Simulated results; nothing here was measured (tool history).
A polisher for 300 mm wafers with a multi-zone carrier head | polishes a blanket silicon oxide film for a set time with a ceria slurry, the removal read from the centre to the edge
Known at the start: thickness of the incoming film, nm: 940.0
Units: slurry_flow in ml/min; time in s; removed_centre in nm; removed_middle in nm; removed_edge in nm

run  hour  slurry_flow  centre_zone  middle_zone  edge_zone  time  removed_centre  removed_middle  removed_edge
  1   0.0          240         1.00         1.00       1.00    45          264.79          261.99        270.43
  2   3.2          240         1.00         0.94       1.00    45          263.09          251.30        270.29
  3   5.4          240         1.00         0.94       1.00    34          198.00          192.38        204.18
  4   9.0          240         1.06         0.94       1.00    34          216.41          188.51        203.72
  5  14.9          235         1.05         0.93       1.00    34          210.36          190.94        203.51
  6  23.1          235         1.05         0.93       1.00    45          279.84          247.31        268.66
  7  28.8          230         1.04         0.92       0.99    44          270.71          235.48        260.22
  8  35.9          225         1.02         0.92       0.98    43          261.89          233.89        257.34
  9  39.9          225         1.01         0.92       0.98    42          248.44          234.23        249.80
 10  46.9          180         0.92         0.82       0.88    32          167.62          150.81        176.04
 11  55.7          190         0.92         0.83       0.89    32          168.26          156.68        178.82
 12  58.6          200         0.92         0.84       0.90    32          170.03          158.68        180.71

The next listed run, before its measurement:
 13  66.2          210         0.92         0.85       0.91    32               ?               ?             ?

Run 13 gave removed_centre 174.86 nm, removed_middle 159.82 nm, removed_edge 178.67 nm.

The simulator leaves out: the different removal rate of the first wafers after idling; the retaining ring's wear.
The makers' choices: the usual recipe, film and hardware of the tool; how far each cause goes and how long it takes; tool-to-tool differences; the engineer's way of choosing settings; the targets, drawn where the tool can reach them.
